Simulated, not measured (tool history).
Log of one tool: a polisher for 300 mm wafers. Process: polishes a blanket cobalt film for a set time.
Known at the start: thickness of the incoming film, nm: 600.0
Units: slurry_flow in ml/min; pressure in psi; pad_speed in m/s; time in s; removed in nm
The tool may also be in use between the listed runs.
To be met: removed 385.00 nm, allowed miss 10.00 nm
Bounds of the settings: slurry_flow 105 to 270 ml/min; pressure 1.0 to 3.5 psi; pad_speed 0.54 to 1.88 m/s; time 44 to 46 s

run 1 day=0.000 | slurry_flow=175 pressure=2.2 pad_speed=1.20 time=44 | removed=309.23
run 2 day=0.162 | slurry_flow=185 pressure=2.3 pad_speed=1.20 time=44 | removed=332.57
run 3 day=0.204 | slurry_flow=185 pressure=2.3 pad_speed=1.20 time=46 | removed=343.99
run 4 day=0.512 | slurry_flow=190 pressure=2.3 pad_speed=1.20 time=46 | removed=348.47
run 5 day=0.838 | slurry_flow=190 pressure=2.3 pad_speed=1.20 time=44 | removed=331.13
run 6 day=0.992 | slurry_flow=200 pressure=2.4 pad_speed=1.20 time=44 | removed=349.16
run 7 day=1.246 | slurry_flow=205 pressure=2.4 pad_speed=1.20 time=44 | removed=347.46
run 8 day=1.275 | slurry_flow=205 pressure=2.5 pad_speed=1.20 time=44 | removed=360.67
run 9 day=1.612 | slurry_flow=210 pressure=2.5 pad_speed=1.20 time=44 | removed=365.51
run 10 day=1.667 | slurry_flow=215 pressure=2.5 pad_speed=1.20 time=44 | removed=363.94
run 11 day=1.758 | slurry_flow=215 pressure=2.5 pad_speed=1.20 time=44 | removed=366.96
run 12 day=1.850 | slurry_flow=220 pressure=2.5 pad_speed=1.20 time=44 | removed=363.83

4 next moves are on the table. One of them brings every result within its allowed miss. Which?
run A day=1.942 | slurry_flow=220 pressure=2.9 pad_speed=1.14 time=45 | removed=?
run B day=1.942 | slurry_flow=225 pressure=2.5 pad_speed=1.22 time=45 | removed=?
run C day=1.942 | slurry_flow=225 pressure=2.7 pad_speed=1.08 time=45 | removed=?
run D day=1.942 | slurry_flow=205 pressure=3.3 pad_speed=0.98 time=46 | removed=?

move=A removed=408.51
move=B removed=377.77
move=C removed=362.91
move=D removed=407.92
A: takes the result that was furthest off past its target
B: meets every target
C: as far off as the last run
D: takes the result that was furthest off past its target
The right move is B.

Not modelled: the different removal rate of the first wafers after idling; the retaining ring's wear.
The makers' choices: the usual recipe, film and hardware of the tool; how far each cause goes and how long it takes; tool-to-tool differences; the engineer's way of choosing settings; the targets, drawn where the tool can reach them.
